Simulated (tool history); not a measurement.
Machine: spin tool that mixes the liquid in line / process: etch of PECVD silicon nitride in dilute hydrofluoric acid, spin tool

run	hour	temperature setpoint of the liquid (K)	parts of water to one part of 49 % hydrofluoric acid (parts by volume)	time under the liquid (s)	thickness taken off the PECVD silicon nitride on a monitor wafer (nm)
1	0.0	295.15	160	280	4.1320
2	5.5	295.15	160	280	4.2148
3	11.1	296.15	160	280	4.5049
4	19.7	297.15	160	280	4.7092
5	24.1	299.65	160	280	5.5908
# hour 25.1: thermometer replaced
6	25.1	302.65	160	280	5.9771
7	27.7	302.65	155	280	6.1674
8	28.9	302.65	155	280	5.9814
9	29.7	302.65	150	280	6.3614
10	33.4	302.65	145	280	6.4591
11	38.9	302.65	140	280	6.8284

What will run 12 give?
12	39.6	303.15	135	280	?

thickness taken off the PECVD silicon nitride on a monitor wafer (nm): 7.2269

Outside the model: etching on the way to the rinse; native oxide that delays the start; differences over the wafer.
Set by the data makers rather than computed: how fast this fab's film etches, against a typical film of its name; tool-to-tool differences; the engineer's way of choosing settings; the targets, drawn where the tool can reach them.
